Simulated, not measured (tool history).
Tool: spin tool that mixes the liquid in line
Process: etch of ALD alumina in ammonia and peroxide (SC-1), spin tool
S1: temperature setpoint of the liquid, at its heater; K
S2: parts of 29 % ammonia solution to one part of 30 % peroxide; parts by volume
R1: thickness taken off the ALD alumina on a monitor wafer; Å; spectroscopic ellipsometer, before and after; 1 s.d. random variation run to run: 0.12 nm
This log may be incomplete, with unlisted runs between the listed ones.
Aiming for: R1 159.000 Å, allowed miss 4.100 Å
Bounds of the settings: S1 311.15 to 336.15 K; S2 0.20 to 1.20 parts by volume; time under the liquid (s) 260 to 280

Run 1, hour 0.0: S1 320.15 K, S2 0.70 parts by volume, time under the liquid (s) 260. Result: R1 88.841 Å.
Run 2, hour 5.6: S1 320.15 K, S2 0.70 parts by volume, time under the liquid (s) 280. Result: R1 97.350 Å.
Run 3, hour 8.4: S1 321.65 K, S2 0.70 parts by volume, time under the liquid (s) 280. Result: R1 105.170 Å.
Run 4, hour 9.7: S1 317.65 K, S2 0.70 parts by volume, time under the liquid (s) 280. Result: R1 84.872 Å.
Run 5, hour 18.2: S1 317.65 K, S2 0.80 parts by volume, time under the liquid (s) 280. Result: R1 85.865 Å.
Run 6, hour 25.3: S1 317.65 K, S2 0.80 parts by volume, time under the liquid (s) 260. Result: R1 77.702 Å.
Run 7, hour 33.6: S1 319.65 K, S2 0.80 parts by volume, time under the liquid (s) 260. Result: R1 88.021 Å.
Run 8, hour 36.0: S1 321.15 K, S2 0.80 parts by volume, time under the liquid (s) 260. Result: R1 96.167 Å.
Run 9, hour 39.2: S1 322.65 K, S2 0.80 parts by volume, time under the liquid (s) 260. Result: R1 105.680 Å.
Run 10, hour 42.8: S1 323.65 K, S2 0.80 parts by volume, time under the liquid (s) 260. Result: R1 109.790 Å.
Run 11, hour 50.0: S1 324.65 K, S2 0.80 parts by volume, time under the liquid (s) 260. Result: R1 115.650 Å.
Run 12, hour 56.2: S1 325.65 K, S2 0.80 parts by volume, time under the liquid (s) 260. Result: R1 122.050 Å.
Run 13, hour 58.6: S1 326.65 K, S2 0.80 parts by volume, time under the liquid (s) 260. Result: R1 130.860 Å.
Run 14, hour 60.0: S1 327.15 K, S2 0.80 parts by volume, time under the liquid (s) 260. Result: R1 132.920 Å.
Run 15, hour 67.2: S1 327.65 K, S2 0.80 parts by volume, time under the liquid (s) 260. Result: R1 139.040 Å.

Which one of the following 4 next-run settings gets every result inside its allowed miss? There is exactly one.
Run A, hour 74.4: S1 325.65 K, S2 0.70 parts by volume, time under the liquid (s) 275. Result: R1 ?.
Run B, hour 74.4: S1 329.15 K, S2 0.70 parts by volume, time under the liquid (s) 280. Result: R1 ?.
Run C, hour 74.4: S1 323.15 K, S2 0.75 parts by volume, time under the liquid (s) 275. Result: R1 ?.
Run D, hour 74.4: S1 330.15 K, S2 0.75 parts by volume, time under the liquid (s) 280. Result: R1 ?.

move       R1
   A  128.900
   B  158.210
   C  113.220
   D  167.850
A: its largest miss is bigger than the last run's
B: every result within its allowed miss
C: its largest miss is bigger than the last run's
D: moves the result that the last run missed by most past its target, out the other side
Move B is the one to make.
